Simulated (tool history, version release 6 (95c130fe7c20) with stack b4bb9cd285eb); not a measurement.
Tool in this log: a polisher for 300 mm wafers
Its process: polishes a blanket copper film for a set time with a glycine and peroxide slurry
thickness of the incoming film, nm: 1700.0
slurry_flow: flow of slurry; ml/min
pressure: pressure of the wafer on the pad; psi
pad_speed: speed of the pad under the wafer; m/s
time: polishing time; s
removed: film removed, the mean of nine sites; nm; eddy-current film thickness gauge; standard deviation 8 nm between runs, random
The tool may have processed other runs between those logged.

| run | day | slurry_flow | pressure | pad_speed | time | removed |
|---|---|---|---|---|---|---|
| 1 | 0.000 | 175 | 3.2 | 1.28 | 61 | 401.87 |
| 2 | 0.267 | 175 | 3.2 | 1.28 | 63 | 415.42 |
| 3 | 0.608 | 175 | 3.2 | 1.28 | 61 | 406.34 |
| 4 | 0.942 | 175 | 3.6 | 1.30 | 61 | 448.30 |
| 5 | 1.317 | 175 | 3.9 | 1.32 | 61 | 497.90 |
| 6 | 1.675 | 175 | 4.3 | 1.32 | 61 | 521.07 |

Expected results for the next run?
| 7 | 1.854 | 175 | 4.5 | 1.34 | 61 | ? |

Run 7 measured removed 557.56 nm.
